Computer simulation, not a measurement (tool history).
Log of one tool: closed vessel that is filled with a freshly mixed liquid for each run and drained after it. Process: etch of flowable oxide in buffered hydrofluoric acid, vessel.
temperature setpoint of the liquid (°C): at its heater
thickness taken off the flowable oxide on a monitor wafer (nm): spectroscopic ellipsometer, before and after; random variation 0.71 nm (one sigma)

run,hour,temperature setpoint of the liquid (°C),parts of 40 % ammonium fluoride to one part of 49 % hydrofluoric acid (parts by volume),time in the liquid (s),thickness taken off the flowable oxide on a monitor wafer (nm)
1,0,25,7,30,128.49
2,5.5,25,6,30,149.37
3,9.4,24,6.5,30,132.55
4,13.5,20.5,6.5,30,107.48
5,17.4,20.5,6.5,30,107.46
6,20.1,20,6.5,30,104.11

The next listed run, before its measurement:
7,25.1,20,6.5,30,?

{"run 7": {"thickness taken off the flowable oxide on a monitor wafer (nm)": 105.62}}

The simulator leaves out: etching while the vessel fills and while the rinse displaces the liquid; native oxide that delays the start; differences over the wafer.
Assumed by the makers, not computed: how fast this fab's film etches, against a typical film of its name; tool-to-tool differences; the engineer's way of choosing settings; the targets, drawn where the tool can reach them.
